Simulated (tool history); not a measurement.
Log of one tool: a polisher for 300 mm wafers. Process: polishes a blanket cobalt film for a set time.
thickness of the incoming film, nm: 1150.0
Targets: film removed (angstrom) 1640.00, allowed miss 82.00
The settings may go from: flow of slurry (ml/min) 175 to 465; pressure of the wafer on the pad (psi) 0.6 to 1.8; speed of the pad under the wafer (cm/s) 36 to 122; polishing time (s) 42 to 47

| run | hour | flow of slurry (ml/min) | pressure of the wafer on the pad (psi) | speed of the pad under the wafer (cm/s) | polishing time (s) | film removed (angstrom) |
|---|---|---|---|---|---|---|
| 1 | 0.0 | 295 | 1.2 | 78 | 47 | 949.01 |
| 2 | 7.7 | 295 | 1.1 | 78 | 47 | 901.06 |
| 3 | 12.3 | 295 | 1.1 | 78 | 42 | 788.41 |
| 4 | 17.0 | 295 | 1.3 | 82 | 42 | 945.98 |
| 5 | 24.1 | 295 | 1.3 | 90 | 42 | 1040.20 |
| 6 | 31.8 | 295 | 1.3 | 90 | 42 | 1026.20 |
| 7 | 33.9 | 295 | 1.4 | 96 | 42 | 1140.00 |
| 8 | 36.0 | 295 | 1.5 | 100 | 42 | 1304.50 |
| 9 | 36.6 | 295 | 1.8 | 102 | 42 | 1514.30 |
| 10 | 44.4 | 295 | 1.8 | 104 | 42 | 1520.60 |

5 next moves are on the table. One of them brings every result within its allowed miss. Which?
| A | 52.2 | 235 | 1.8 | 90 | 42 | ? |
| B | 52.2 | 285 | 1.7 | 98 | 42 | ? |
| C | 52.2 | 325 | 1.8 | 96 | 42 | ? |
| D | 52.2 | 290 | 1.8 | 108 | 43 | ? |
| E | 52.2 | 350 | 1.8 | 94 | 44 | ? |

| move | film removed (angstrom) |
|---|---|
| A | 1290.60 |
| B | 1370.30 |
| C | 1423.50 |
| D | 1617.50 |
| E | 1470.30 |
A: further off than the last run
B: further off than the last run
C: further off than the last run
D: meets every target
E: further off than the last run
Answer: D

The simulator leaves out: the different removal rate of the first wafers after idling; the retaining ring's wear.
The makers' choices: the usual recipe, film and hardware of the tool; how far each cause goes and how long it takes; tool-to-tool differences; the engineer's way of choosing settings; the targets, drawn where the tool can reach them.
